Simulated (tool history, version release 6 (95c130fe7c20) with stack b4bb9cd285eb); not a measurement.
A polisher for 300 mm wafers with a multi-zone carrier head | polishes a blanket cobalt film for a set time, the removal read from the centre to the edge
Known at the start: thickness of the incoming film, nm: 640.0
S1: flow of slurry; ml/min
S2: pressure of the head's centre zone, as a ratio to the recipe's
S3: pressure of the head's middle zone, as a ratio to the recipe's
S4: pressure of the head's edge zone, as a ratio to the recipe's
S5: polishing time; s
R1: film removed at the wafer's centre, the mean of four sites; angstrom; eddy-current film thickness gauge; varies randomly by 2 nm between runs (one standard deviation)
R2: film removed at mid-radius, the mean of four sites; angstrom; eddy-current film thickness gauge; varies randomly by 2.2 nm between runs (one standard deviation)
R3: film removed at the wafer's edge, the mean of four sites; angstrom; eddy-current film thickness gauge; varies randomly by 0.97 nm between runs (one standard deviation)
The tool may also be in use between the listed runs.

run	day	S1	S2	S3	S4	S5	R1	R2	R3
1	0.000	180	1.00	1.00	1.00	35	1698.2	1662.0	1700.2
2	0.200	180	1.00	1.08	1.00	35	1693.3	1820.8	1668.1
3	0.258	180	0.95	1.08	1.00	35	1623.2	1815.6	1712.5
4	0.446	170	0.98	1.06	0.96	34	1630.3	1733.7	1594.0
5	0.662	170	0.98	1.06	0.96	41	1916.1	2035.8	1934.2
6	0.696	160	0.99	1.04	0.93	38	1796.6	1916.3	1772.7
7	0.788	160	1.01	1.02	0.92	35	1682.2	1676.4	1627.7

Run 8, settings as shown, results not yet in. Your forecast:
8	1.142	145	1.05	1.06	0.82	31	?	?	?

Run 8 yielded R1 1516.7 angstrom, R2 1532.8 angstrom, R3 1342.5 angstrom.

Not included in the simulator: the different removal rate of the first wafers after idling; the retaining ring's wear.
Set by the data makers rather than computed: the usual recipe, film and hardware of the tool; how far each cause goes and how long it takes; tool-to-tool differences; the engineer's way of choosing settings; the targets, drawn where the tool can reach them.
